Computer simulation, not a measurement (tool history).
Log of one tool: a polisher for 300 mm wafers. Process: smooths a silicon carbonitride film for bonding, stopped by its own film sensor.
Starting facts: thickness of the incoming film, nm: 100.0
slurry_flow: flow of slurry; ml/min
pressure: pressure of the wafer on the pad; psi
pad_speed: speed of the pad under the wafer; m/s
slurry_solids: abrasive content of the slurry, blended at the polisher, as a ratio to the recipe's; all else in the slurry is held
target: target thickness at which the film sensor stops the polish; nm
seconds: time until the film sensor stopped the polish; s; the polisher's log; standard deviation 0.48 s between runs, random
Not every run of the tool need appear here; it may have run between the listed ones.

run    day  slurry_flow  pressure  pad_speed  slurry_solids  target  seconds
  1  0.000          260       2.1       1.00            1.0      83   60.864
  2  0.342          260       2.1       1.00            1.1      83   58.178
  3  0.429          260       2.2       1.02            1.1      83   53.950
  4  0.788          260       2.3       1.02            1.1      83   50.773
  5  1.050          260       2.3       1.02            1.1      83   50.471
  6  1.333          260       2.0       1.02            1.1      83   58.769
  7  1.446          260       2.1       1.02            1.1      83   57.826

Forecast run 8:
  8  1.633          260       2.2       1.02            1.1      83        ?

Run 8 yielded seconds 52.653 s.

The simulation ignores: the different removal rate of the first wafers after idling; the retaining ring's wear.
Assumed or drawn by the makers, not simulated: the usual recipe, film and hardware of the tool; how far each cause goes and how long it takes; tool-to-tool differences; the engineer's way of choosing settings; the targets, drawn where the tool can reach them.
